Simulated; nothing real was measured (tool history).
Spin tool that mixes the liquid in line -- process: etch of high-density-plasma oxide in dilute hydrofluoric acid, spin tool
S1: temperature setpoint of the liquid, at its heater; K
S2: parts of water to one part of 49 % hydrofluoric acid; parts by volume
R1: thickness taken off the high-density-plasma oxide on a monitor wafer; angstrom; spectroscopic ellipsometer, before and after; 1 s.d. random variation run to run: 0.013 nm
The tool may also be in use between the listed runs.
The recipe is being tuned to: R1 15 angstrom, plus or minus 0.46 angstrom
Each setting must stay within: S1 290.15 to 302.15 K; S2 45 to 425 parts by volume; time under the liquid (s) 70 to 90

Run 1, hour 0: S1 294.15 K, S2 235 parts by volume, time under the liquid (s) 90. Result: R1 24.2 angstrom.
Run 2, hour 8: S1 293.65 K, S2 245 parts by volume, time under the liquid (s) 90. Result: R1 22.097 angstrom.
Run 3, hour 10.9: S1 293.15 K, S2 250 parts by volume, time under the liquid (s) 90. Result: R1 21.35 angstrom.
Run 4, hour 14.2: S1 291.15 K, S2 250 parts by volume, time under the liquid (s) 90. Result: R1 20.028 angstrom.
Run 5, hour 20.1: S1 291.15 K, S2 255 parts by volume, time under the liquid (s) 90. Result: R1 19.363 angstrom.
Run 6, hour 21.9: S1 291.15 K, S2 260 parts by volume, time under the liquid (s) 90. Result: R1 19.305 angstrom.
Run 7, hour 28.5: S1 291.15 K, S2 265 parts by volume, time under the liquid (s) 90. Result: R1 18.355 angstrom.
Run 8, hour 35.8: S1 291.15 K, S2 270 parts by volume, time under the liquid (s) 90. Result: R1 18.341 angstrom.
Run 9, hour 38.1: S1 291.15 K, S2 275 parts by volume, time under the liquid (s) 90. Result: R1 17.736 angstrom.
Run 10, hour 41.7: S1 291.15 K, S2 280 parts by volume, time under the liquid (s) 90. Result: R1 17.438 angstrom.
Run 11, hour 49.4: S1 291.15 K, S2 285 parts by volume, time under the liquid (s) 90. Result: R1 17.277 angstrom.
Run 12, hour 58.4: S1 291.15 K, S2 285 parts by volume, time under the liquid (s) 90. Result: R1 16.762 angstrom.
Run 13, hour 59.8: S1 290.65 K, S2 295 parts by volume, time under the liquid (s) 90. Result: R1 15.823 angstrom.

Exercise: of the 4 proposed moves below, exactly one satisfies all targets within the stated allowed misses. Which move is it?
Run A, hour 61.2: S1 291.65 K, S2 300 parts by volume, time under the liquid (s) 90. Result: R1 ?.
Run B, hour 61.2: S1 290.15 K, S2 275 parts by volume, time under the liquid (s) 85. Result: R1 ?.
Run C, hour 61.2: S1 296.65 K, S2 300 parts by volume, time under the liquid (s) 70. Result: R1 ?.
Run D, hour 61.2: S1 290.65 K, S2 335 parts by volume, time under the liquid (s) 90. Result: R1 ?.

move      R1
   A  16.413
   B  16.325
   C  15.288
   D  13.751
A: moves away from the targets compared with the last run
B: moves away from the targets compared with the last run
C: meets every target
D: carries the result that was furthest off beyond its target, to the other side
Go with C: it meets all targets.
